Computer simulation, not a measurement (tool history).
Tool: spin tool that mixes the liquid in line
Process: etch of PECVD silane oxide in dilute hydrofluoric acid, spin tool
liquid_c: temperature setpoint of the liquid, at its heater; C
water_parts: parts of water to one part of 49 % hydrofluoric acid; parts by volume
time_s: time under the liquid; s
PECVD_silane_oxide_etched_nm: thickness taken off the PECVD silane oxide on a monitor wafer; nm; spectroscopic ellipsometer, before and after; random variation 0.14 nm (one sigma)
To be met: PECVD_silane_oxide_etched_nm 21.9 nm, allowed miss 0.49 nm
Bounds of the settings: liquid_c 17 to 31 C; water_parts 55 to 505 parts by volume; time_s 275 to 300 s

run  hour  liquid_c  water_parts  time_s  PECVD_silane_oxide_etched_nm
  1     0        23          280     275                        25.482
  2   8.9      22.5          280     275                        25.278
  3  13.7      22.5          280     275                        25.292
  4  15.5      22.5          360     275                        18.193
  5  16.7      22.5          285     275                        24.801
  6  18.5      22.5          200     275                        37.728
  7  20.8      21.5          215     275                         33.62
  8  28.6        21          225     275                        31.335
  9  32.2      20.5          235     275                        29.218
 10    38        20          240     275                        27.405
 11  43.7      19.5          245     275                        26.794
 12  45.5      19.5          245     275                          26.7
 13  51.9        17          275     275                        21.155

5 next moves are on the table. One of them brings every result within its allowed miss. Which?
  A  58.3        17          290     290                             ?
  B  58.3      18.5          295     275                             ?
  C  58.3      18.5          285     300                             ?
  D  58.3      18.5          300     300                             ?
  E  58.3        17          285     275                             ?

move  PECVD_silane_oxide_etched_nm
   A                        20.837
   B                        20.466
   C                        23.312
   D                         21.86
   E                        20.191
A: further off than the last run
B: further off than the last run
C: takes the result that was furthest off past its target
D: meets every target
E: further off than the last run
The right move is D.
